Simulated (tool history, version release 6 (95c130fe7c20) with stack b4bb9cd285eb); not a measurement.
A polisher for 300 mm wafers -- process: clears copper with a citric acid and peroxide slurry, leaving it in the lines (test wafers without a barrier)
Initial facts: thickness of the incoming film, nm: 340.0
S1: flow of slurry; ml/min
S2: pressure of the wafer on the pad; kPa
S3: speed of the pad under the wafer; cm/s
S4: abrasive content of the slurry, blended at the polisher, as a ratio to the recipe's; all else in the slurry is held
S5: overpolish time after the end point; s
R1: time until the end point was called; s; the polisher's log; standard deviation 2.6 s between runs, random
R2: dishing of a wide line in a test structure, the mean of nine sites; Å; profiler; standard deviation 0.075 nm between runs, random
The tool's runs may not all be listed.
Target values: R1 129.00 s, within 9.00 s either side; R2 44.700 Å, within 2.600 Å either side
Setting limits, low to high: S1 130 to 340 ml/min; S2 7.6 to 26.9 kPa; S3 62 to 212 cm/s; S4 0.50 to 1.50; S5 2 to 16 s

run,hour,S1,S2,S3,S4,S5,R1,R2
1,0.0,220,17.2,136,1.00,8,161.58,139.440
2,7.2,220,14.5,136,1.00,8,199.54,114.110
3,15.6,220,14.5,138,1.00,7,190.50,104.950
4,16.9,215,13.8,144,1.00,6,198.54,91.838
5,25.4,185,13.8,144,1.00,6,198.59,88.246
6,31.3,185,13.8,128,1.00,6,217.59,79.021
7,36.8,245,18.6,90,1.25,2,209.98,27.190
8,45.4,245,20.0,94,1.25,2,188.19,30.398
9,53.3,245,20.0,94,1.25,2,189.01,30.418
10,54.3,245,21.4,96,1.25,2,171.62,34.285

Which of these 4 next moves meets every target?
A,55.3,305,25.5,94,1.20,2,?,?
B,55.3,190,24.1,102,1.45,2,?,?
C,55.3,280,26.9,90,1.15,2,?,?
D,55.3,220,24.1,116,1.30,2,?,?

move,R1,R2
A,145.68,38.550
B,144.27,38.913
C,146.74,38.284
D,127.77,43.862
A: closer than the last run, but not yet in spec
B: closer than the last run, but not yet in spec
C: closer than the last run, but not yet in spec
D: every result lands within tolerance
D is the move that brings every result within its allowed miss.
